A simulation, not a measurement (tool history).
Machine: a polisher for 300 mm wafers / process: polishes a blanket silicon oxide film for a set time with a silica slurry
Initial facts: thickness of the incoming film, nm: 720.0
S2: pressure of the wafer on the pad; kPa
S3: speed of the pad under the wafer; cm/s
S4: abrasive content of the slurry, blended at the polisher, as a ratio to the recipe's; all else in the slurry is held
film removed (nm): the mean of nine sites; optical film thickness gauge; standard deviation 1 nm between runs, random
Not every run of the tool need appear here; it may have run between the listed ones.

run 1 day=0 | flow_of_slurry_(ml/min)=295 S2=29 S3=102 S4=1 polishing_time_(s)=48 | film_removed_(nm)=172.28
run 2 day=0.262 | flow_of_slurry_(ml/min)=245 S2=29 S3=102 S4=1 polishing_time_(s)=48 | film_removed_(nm)=169.32
run 3 day=0.425 | flow_of_slurry_(ml/min)=245 S2=27.6 S3=102 S4=1 polishing_time_(s)=48 | film_removed_(nm)=159.33
run 4 day=0.671 | flow_of_slurry_(ml/min)=245 S2=27.6 S3=102 S4=1.1 polishing_time_(s)=48 | film_removed_(nm)=171.35
run 5 day=0.888 | flow_of_slurry_(ml/min)=245 S2=24.1 S3=102 S4=1.1 polishing_time_(s)=48 | film_removed_(nm)=150.55
run 6 day=1.258 | flow_of_slurry_(ml/min)=245 S2=24.1 S3=118 S4=1.1 polishing_time_(s)=48 | film_removed_(nm)=164.69
run 7 day=1.525 | flow_of_slurry_(ml/min)=245 S2=22.8 S3=118 S4=1.1 polishing_time_(s)=48 | film_removed_(nm)=155.64
run 8 day=1.808 | flow_of_slurry_(ml/min)=245 S2=21.4 S3=118 S4=1.1 polishing_time_(s)=48 | film_removed_(nm)=145.81
run 9 day=1.954 | flow_of_slurry_(ml/min)=245 S2=20.7 S3=118 S4=1.1 polishing_time_(s)=48 | film_removed_(nm)=140.77

Forecast run 10:
run 10 day=1.992 | flow_of_slurry_(ml/min)=245 S2=14.5 S3=118 S4=1.1 polishing_time_(s)=48 | film_removed_(nm)=?

{"run 10": {"film removed (nm)": 101.92}}

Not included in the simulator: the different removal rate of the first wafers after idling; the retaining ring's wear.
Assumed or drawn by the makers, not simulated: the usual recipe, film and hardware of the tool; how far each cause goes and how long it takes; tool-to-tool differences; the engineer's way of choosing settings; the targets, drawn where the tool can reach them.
